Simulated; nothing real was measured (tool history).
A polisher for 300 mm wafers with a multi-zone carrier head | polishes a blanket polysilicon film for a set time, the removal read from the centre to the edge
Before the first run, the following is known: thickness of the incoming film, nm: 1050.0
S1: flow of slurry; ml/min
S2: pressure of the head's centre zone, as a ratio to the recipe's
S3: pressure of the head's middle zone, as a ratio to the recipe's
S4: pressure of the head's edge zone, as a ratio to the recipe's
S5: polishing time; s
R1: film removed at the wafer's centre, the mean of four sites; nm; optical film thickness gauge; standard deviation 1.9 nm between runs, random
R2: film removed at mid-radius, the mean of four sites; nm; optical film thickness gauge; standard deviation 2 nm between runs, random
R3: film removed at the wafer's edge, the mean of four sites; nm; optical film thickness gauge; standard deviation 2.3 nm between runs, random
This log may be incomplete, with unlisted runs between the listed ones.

| run | hour | S1 | S2 | S3 | S4 | S5 | R1 | R2 | R3 |
|---|---|---|---|---|---|---|---|---|---|
| 1 | 0 | 245 | 1 | 1 | 1 | 65 | 248.73 | 243.3 | 249.93 |
| 2 | 7.3 | 185 | 1 | 1 | 1 | 65 | 237.79 | 230.48 | 250.95 |
| 3 | 10.3 | 200 | 0.99 | 0.97 | 0.98 | 59 | 219.39 | 210.74 | 220.17 |
| 4 | 17.1 | 200 | 0.99 | 0.92 | 0.98 | 59 | 215.41 | 204.34 | 219.95 |
| 5 | 17.9 | 200 | 0.99 | 0.92 | 0.98 | 73 | 269.54 | 249.59 | 272.93 |
|  | 25.5 | worn pad replaced by a new one |
| 6 | 25.5 | 200 | 0.99 | 0.86 | 0.98 | 73 | 293.31 | 256.63 | 290.78 |
| 7 | 29.2 | 185 | 0.99 | 0.86 | 0.97 | 65 | 263.26 | 230.9 | 255.04 |

Run 8, settings as shown, results not yet in. Your forecast:
| 8 | 33.1 | 180 | 1.01 | 0.89 | 1 | 57 | ? | ? | ? |

Run 8 gave R1 234.28 nm, R2 205.71 nm, R3 234.72 nm.

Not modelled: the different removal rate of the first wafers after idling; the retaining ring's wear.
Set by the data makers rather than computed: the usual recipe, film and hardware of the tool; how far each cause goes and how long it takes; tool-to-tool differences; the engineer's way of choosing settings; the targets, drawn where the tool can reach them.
